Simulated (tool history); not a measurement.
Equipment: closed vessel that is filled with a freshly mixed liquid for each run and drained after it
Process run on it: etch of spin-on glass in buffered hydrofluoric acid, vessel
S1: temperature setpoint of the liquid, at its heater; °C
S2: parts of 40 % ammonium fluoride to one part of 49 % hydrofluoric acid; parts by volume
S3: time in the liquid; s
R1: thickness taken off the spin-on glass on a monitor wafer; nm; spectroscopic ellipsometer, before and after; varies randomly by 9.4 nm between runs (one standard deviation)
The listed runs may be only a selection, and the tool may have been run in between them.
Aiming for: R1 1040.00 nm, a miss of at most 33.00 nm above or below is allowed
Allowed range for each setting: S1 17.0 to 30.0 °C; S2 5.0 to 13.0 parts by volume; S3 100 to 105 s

{"run": 1, "hour": 0.0, "S1": 22.0, "S2": 8.0, "S3": 100, "R1": 651.11}
{"run": 2, "hour": 5.9, "S1": 19.5, "S2": 8.0, "S3": 100, "R1": 558.49}
{"run": 3, "hour": 12.6, "S1": 22.0, "S2": 8.0, "S3": 100, "R1": 640.42}
{"run": 4, "hour": 18.5, "S1": 24.0, "S2": 8.0, "S3": 100, "R1": 723.49}
{"run": 5, "hour": 22.7, "S1": 24.0, "S2": 9.0, "S3": 100, "R1": 650.03}
{"run": 6, "hour": 26.5, "S1": 25.5, "S2": 8.5, "S3": 100, "R1": 746.09}
{"run": 7, "hour": 28.2, "S1": 26.5, "S2": 8.5, "S3": 100, "R1": 778.92}
{"run": 8, "hour": 32.9, "S1": 27.5, "S2": 8.0, "S3": 100, "R1": 878.1}
{"run": 9, "hour": 33.5, "S1": 28.0, "S2": 8.0, "S3": 100, "R1": 905.33}
{"run": 10, "hour": 37.8, "S1": 28.0, "S2": 8.0, "S3": 100, "R1": 898.78}
{"run": 11, "hour": 39.4, "S1": 28.5, "S2": 8.0, "S3": 100, "R1": 926.89}
{"run": 12, "hour": 47.7, "S1": 29.0, "S2": 8.0, "S3": 100, "R1": 948.87}

Which one of the following 5 next-run settings gets every result inside its allowed miss? There is exactly one.
{"run": "A", "hour": 56.0, "S1": 28.0, "S2": 8.0, "S3": 100, "R1": "?"}
{"run": "B", "hour": 56.0, "S1": 27.0, "S2": 8.5, "S3": 105, "R1": "?"}
{"run": "C", "hour": 56.0, "S1": 29.5, "S2": 7.5, "S3": 100, "R1": "?"}
{"run": "D", "hour": 56.0, "S1": 27.0, "S2": 8.0, "S3": 100, "R1": "?"}
{"run": "E", "hour": 56.0, "S1": 28.5, "S2": 9.0, "S3": 100, "R1": "?"}

move=A R1=894.97
move=B R1=834.38
move=C R1=1038.70
move=D R1=848.57
move=E R1=808.87
A: its largest miss is bigger than the last run's
B: its largest miss is bigger than the last run's
C: each result inside its tolerance
D: its largest miss is bigger than the last run's
E: its largest miss is bigger than the last run's
Correct choice: C, which meets every target
